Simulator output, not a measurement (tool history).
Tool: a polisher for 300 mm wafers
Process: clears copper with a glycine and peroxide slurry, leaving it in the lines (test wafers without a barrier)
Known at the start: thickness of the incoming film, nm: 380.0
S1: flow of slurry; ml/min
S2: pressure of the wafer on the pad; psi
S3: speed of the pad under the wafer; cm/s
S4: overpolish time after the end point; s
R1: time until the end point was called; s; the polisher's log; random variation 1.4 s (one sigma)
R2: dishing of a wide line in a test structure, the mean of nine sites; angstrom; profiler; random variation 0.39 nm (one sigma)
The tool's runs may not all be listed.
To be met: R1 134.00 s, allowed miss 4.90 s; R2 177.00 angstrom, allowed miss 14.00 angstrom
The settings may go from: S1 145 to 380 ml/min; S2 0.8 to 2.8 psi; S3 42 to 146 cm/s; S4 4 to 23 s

run 1 day=0.000 | S1=245 S2=1.8 S3=94 S4=12 | R1=123.35 R2=318.03
run 2 day=0.221 | S1=245 S2=1.8 S3=94 S4=11 | R1=120.93 R2=291.09
run 3 day=0.375 | S1=195 S2=1.8 S3=94 S4=11 | R1=126.73 R2=281.67
run 4 day=0.592 | S1=195 S2=1.8 S3=112 S4=11 | R1=110.86 R2=321.20
run 5 day=0.862 | S1=250 S2=1.8 S3=112 S4=11 | R1=107.24 R2=326.06
run 6 day=1.004 | S1=250 S2=1.7 S3=112 S4=10 | R1=116.00 R2=287.88
run 7 day=1.217 | S1=250 S2=1.7 S3=112 S4=10 | R1=115.87 R2=281.16
run 8 day=1.242 | S1=250 S2=1.7 S3=112 S4=9 | R1=114.20 R2=257.38
run 9 day=1.612 | S1=250 S2=1.5 S3=112 S4=8 | R1=125.09 R2=209.32

Which of these 5 next moves meets every target?
run A day=1.983 | S1=265 S2=1.5 S3=100 S4=7 | R1=? R2=?
run B day=1.983 | S1=205 S2=1.6 S3=108 S4=8 | R1=? R2=?
run C day=1.983 | S1=300 S2=1.5 S3=110 S4=8 | R1=? R2=?
run D day=1.983 | S1=235 S2=1.3 S3=136 S4=8 | R1=? R2=?
run E day=1.983 | S1=190 S2=1.9 S3=96 S4=8 | R1=? R2=?

move=A R1=132.22 R2=173.97
move=B R1=124.02 R2=209.59
move=C R1=122.80 R2=211.28
move=D R1=121.73 R2=211.87
move=E R1=119.29 R2=218.24
A: meets every target
B: as far off as the last run
C: further off than the last run
D: further off than the last run
E: further off than the last run
Answer: A

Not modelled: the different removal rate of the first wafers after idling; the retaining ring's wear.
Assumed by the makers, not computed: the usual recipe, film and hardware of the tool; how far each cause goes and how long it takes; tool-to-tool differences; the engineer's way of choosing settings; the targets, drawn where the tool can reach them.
